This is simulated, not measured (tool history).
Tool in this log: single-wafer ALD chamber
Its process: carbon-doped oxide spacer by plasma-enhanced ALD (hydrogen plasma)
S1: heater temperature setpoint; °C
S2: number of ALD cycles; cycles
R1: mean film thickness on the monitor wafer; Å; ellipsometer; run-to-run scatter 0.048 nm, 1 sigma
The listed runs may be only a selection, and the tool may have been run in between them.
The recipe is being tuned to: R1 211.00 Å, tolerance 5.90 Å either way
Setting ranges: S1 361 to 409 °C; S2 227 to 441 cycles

run 1 hour=0.0 | S1=385 S2=334 | R1=166.37
run 2 hour=3.7 | S1=374 S2=334 | R1=167.00
run 3 hour=12.0 | S1=364 S2=334 | R1=167.05
run 4 hour=17.2 | S1=364 S2=347 | R1=173.51
run 5 hour=18.2 | S1=361 S2=347 | R1=173.51
run 6 hour=26.9 | S1=361 S2=358 | R1=179.03
run 7 hour=32.5 | S1=361 S2=368 | R1=183.40
run 8 hour=34.4 | S1=361 S2=377 | R1=188.69
run 9 hour=41.9 | S1=361 S2=384 | R1=191.64
run 10 hour=45.2 | S1=361 S2=390 | R1=194.72
run 11 hour=49.8 | S1=361 S2=390 | R1=194.78
run 12 hour=58.8 | S1=361 S2=395 | R1=197.95
run 13 hour=59.6 | S1=361 S2=395 | R1=197.39
run 14 hour=60.3 | S1=361 S2=399 | R1=199.38

Consider the 5 candidate settings below. Which is the only one whose results all fall within their allowed miss of target?
run A hour=61.0 | S1=361 S2=378 | R1=?
run B hour=61.0 | S1=361 S2=369 | R1=?
run C hour=61.0 | S1=368 S2=372 | R1=?
run D hour=61.0 | S1=366 S2=425 | R1=?
run E hour=61.0 | S1=361 S2=390 | R1=?

move=A R1=188.47
move=B R1=183.98
move=C R1=185.48
move=D R1=211.90
move=E R1=194.45
A: moves away from the targets compared with the last run
B: moves away from the targets compared with the last run
C: moves away from the targets compared with the last run
D: hits every target within its allowed miss
E: moves away from the targets compared with the last run
The move that meets every target is D.

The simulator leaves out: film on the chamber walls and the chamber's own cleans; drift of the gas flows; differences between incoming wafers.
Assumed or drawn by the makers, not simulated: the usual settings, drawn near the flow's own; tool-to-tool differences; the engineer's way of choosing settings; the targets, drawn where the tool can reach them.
